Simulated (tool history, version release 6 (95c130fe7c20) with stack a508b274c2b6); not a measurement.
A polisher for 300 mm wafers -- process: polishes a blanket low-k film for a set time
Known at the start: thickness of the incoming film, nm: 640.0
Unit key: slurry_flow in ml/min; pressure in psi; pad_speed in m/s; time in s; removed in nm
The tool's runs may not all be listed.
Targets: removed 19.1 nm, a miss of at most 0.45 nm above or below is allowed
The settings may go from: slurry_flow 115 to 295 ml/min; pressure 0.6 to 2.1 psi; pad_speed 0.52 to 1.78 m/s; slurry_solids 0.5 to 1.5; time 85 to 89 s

run 1 day=0 | slurry_flow=190 pressure=1.3 pad_speed=1.14 slurry_solids=1 time=85 | removed=28.052
run 2 day=0.267 | slurry_flow=190 pressure=1.2 pad_speed=1.14 slurry_solids=1 time=85 | removed=26.605
run 3 day=0.346 | slurry_flow=185 pressure=1.1 pad_speed=1.14 slurry_solids=1 time=85 | removed=24.906
run 4 day=0.575 | slurry_flow=185 pressure=1.1 pad_speed=1.14 slurry_solids=1 time=85 | removed=24.639
run 5 day=0.692 | slurry_flow=180 pressure=1 pad_speed=1.14 slurry_solids=1 time=85 | removed=23.01
run 6 day=0.729 | slurry_flow=200 pressure=1 pad_speed=1.14 slurry_solids=1 time=85 | removed=23.164
run 7 day=0.85 | slurry_flow=200 pressure=0.9 pad_speed=1.14 slurry_solids=1 time=85 | removed=21.72
run 8 day=1.162 | slurry_flow=200 pressure=0.9 pad_speed=1.14 slurry_solids=1 time=85 | removed=21.552
run 9 day=1.221 | slurry_flow=200 pressure=0.8 pad_speed=1.14 slurry_solids=1 time=85 | removed=19.885
run 10 day=1.354 | slurry_flow=195 pressure=0.8 pad_speed=1.14 slurry_solids=1 time=85 | removed=19.909
run 11 day=1.65 | slurry_flow=190 pressure=0.8 pad_speed=1.14 slurry_solids=1 time=85 | removed=19.627
run 12 day=1.846 | slurry_flow=170 pressure=0.8 pad_speed=1.14 slurry_solids=1 time=85 | removed=19.537
run 13 day=2.096 | slurry_flow=170 pressure=0.8 pad_speed=1.14 slurry_solids=1 time=85 | removed=19.688
run 14 day=2.262 | slurry_flow=170 pressure=0.8 pad_speed=1.14 slurry_solids=1 time=85 | removed=19.588
run 15 day=2.392 | slurry_flow=165 pressure=0.8 pad_speed=1.14 slurry_solids=1 time=85 | removed=19.637

Which one of the following 4 next-run settings gets every result inside its allowed miss? There is exactly one.
run A day=2.521 | slurry_flow=170 pressure=0.6 pad_speed=1.52 slurry_solids=0.9 time=85 | removed=?
run B day=2.521 | slurry_flow=180 pressure=0.8 pad_speed=1.08 slurry_solids=1.05 time=88 | removed=?
run C day=2.521 | slurry_flow=140 pressure=0.8 pad_speed=1.1 slurry_solids=1.05 time=89 | removed=?
run D day=2.521 | slurry_flow=190 pressure=0.9 pad_speed=0.92 slurry_solids=1.05 time=89 | removed=?

move=A removed=19.664
move=B removed=19.787
move=C removed=19.876
move=D removed=19.149
A: misses by more than the last run did
B: misses by more than the last run did
C: misses by more than the last run did
D: all results in spec
Answer: D
